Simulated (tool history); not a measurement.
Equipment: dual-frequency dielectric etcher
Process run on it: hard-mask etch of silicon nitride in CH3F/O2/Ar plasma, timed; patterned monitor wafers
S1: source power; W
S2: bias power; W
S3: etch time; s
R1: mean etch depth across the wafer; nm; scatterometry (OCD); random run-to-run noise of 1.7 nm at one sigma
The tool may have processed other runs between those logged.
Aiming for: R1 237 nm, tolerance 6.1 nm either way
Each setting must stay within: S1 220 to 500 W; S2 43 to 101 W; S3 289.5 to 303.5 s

Run 1, day 0: S1 360 W, S2 72 W, S3 289.5 s. Result: R1 209.97 nm.
Run 2, day 0.154: S1 400 W, S2 72 W, S3 289.5 s. Result: R1 219.93 nm.
Run 3, day 0.238: S1 400 W, S2 65 W, S3 289.5 s. Result: R1 213.25 nm.
Run 4, day 0.604: S1 420 W, S2 66 W, S3 290 s. Result: R1 220.41 nm.
Run 5, day 0.679: S1 390 W, S2 66 W, S3 290 s. Result: R1 210.64 nm.
Run 6, day 1.025: S1 390 W, S2 66 W, S3 303.5 s. Result: R1 220.76 nm.
Run 7, day 1.304: S1 400 W, S2 67 W, S3 303.5 s. Result: R1 227.31 nm.
Run 8, day 1.375: S1 400 W, S2 67 W, S3 303.5 s. Result: R1 224.9 nm.

Exactly one of the 4 candidate moves below puts every result within its allowed miss. Which one?
Run A, day 1.446: S1 410 W, S2 57 W, S3 296 s. Result: R1 ?.
Run B, day 1.446: S1 430 W, S2 75 W, S3 298 s. Result: R1 ?.
Run C, day 1.446: S1 360 W, S2 74 W, S3 303.5 s. Result: R1 ?.
Run D, day 1.446: S1 400 W, S2 60 W, S3 303.5 s. Result: R1 ?.

move      R1
   A  217.18
   B  237.43
   C  221.69
   D  222.45
A: lands further from the targets than the last run did
B: in spec on every target
C: lands further from the targets than the last run did
D: lands further from the targets than the last run did
Answer: B
